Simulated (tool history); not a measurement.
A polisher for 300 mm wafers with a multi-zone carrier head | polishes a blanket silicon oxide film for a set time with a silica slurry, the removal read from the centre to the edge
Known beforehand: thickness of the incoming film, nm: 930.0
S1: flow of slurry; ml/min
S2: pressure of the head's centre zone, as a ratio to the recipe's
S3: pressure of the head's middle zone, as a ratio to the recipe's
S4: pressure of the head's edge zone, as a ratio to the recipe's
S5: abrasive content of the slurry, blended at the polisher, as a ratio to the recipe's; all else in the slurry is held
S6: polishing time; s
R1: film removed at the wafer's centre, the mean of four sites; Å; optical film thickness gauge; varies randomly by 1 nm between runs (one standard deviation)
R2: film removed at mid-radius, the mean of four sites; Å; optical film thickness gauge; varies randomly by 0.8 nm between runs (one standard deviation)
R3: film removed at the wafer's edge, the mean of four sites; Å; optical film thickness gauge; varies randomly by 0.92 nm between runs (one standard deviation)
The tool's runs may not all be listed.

Run 1, day 0.000: S1 235 ml/min, S2 1.00, S3 1.00, S4 1.00, S5 1.00, S6 34 s. Result: R1 823.37 Å, R2 827.84 Å, R3 805.76 Å.
Run 2, day 0.038: S1 250 ml/min, S2 1.05, S3 0.99, S4 1.05, S5 1.10, S6 34 s. Result: R1 918.82 Å, R2 847.24 Å, R3 851.56 Å.
Run 3, day 0.221: S1 250 ml/min, S2 1.05, S3 1.05, S4 1.05, S5 1.10, S6 34 s. Result: R1 901.70 Å, R2 899.28 Å, R3 873.66 Å.
Run 4, day 0.588: S1 255 ml/min, S2 1.08, S3 1.04, S4 1.09, S5 1.20, S6 34 s. Result: R1 976.97 Å, R2 928.09 Å, R3 905.55 Å.
Run 5, day 0.775: S1 255 ml/min, S2 1.08, S3 1.00, S4 1.09, S5 1.20, S6 34 s. Result: R1 976.32 Å, R2 887.12 Å, R3 906.09 Å.
Run 6, day 0.796: S1 265 ml/min, S2 1.10, S3 0.99, S4 1.12, S5 1.30, S6 34 s. Result: R1 1030.70 Å, R2 921.02 Å, R3 961.83 Å.
Run 7, day 1.129: S1 275 ml/min, S2 1.13, S3 0.99, S4 1.14, S5 1.35, S6 34 s. Result: R1 1094.20 Å, R2 928.25 Å, R3 973.81 Å.
Run 8, day 1.279: S1 280 ml/min, S2 1.14, S3 0.98, S4 1.15, S5 1.40, S6 34 s. Result: R1 1118.90 Å, R2 949.09 Å, R3 1008.40 Å.
Run 9, day 1.421: S1 280 ml/min, S2 1.14, S3 0.98, S4 1.15, S5 1.40, S6 34 s. Result: R1 1112.50 Å, R2 964.06 Å, R3 982.59 Å.

Estimate the outcome of run 10 from the log above:
Run 10, day 1.729: S1 275 ml/min, S2 1.15, S3 0.96, S4 1.16, S5 1.45, S6 34 s. Result: R1 ?, R2 ?, R3 ?.

For run 10 the tool returned R1 1150.80 Å, R2 958.09 Å, R3 1020.40 Å.
